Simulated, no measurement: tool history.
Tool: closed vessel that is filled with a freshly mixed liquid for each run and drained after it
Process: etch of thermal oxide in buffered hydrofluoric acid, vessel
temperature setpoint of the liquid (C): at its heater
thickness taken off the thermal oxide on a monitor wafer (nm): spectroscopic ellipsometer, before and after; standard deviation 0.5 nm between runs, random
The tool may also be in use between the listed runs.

| run | hour | temperature setpoint of the liquid (C) | parts of 40 % ammonium fluoride to one part of 49 % hydrofluoric acid (parts by volume) | time in the liquid (s) | thickness taken off the thermal oxide on a monitor wafer (nm) |
|---|---|---|---|---|---|
| 1 | 0.0 | 23.0 | 15.5 | 90 | 75.780 |
| 2 | 2.7 | 22.0 | 15.5 | 90 | 72.283 |
| 3 | 5.9 | 21.0 | 15.5 | 90 | 67.587 |
| 4 | 10.1 | 23.5 | 15.5 | 90 | 78.436 |
| 5 | 17.4 | 20.5 | 15.5 | 90 | 65.126 |
| 6 | 18.6 | 23.0 | 15.5 | 90 | 76.171 |
| 7 | 24.2 | 23.0 | 15.5 | 90 | 75.479 |
| 8 | 31.1 | 22.0 | 15.5 | 90 | 71.042 |

What does the tool deliver on the next run?
| 9 | 33.1 | 21.5 | 15.5 | 90 | ? |

thickness taken off the thermal oxide on a monitor wafer (nm): 69.515

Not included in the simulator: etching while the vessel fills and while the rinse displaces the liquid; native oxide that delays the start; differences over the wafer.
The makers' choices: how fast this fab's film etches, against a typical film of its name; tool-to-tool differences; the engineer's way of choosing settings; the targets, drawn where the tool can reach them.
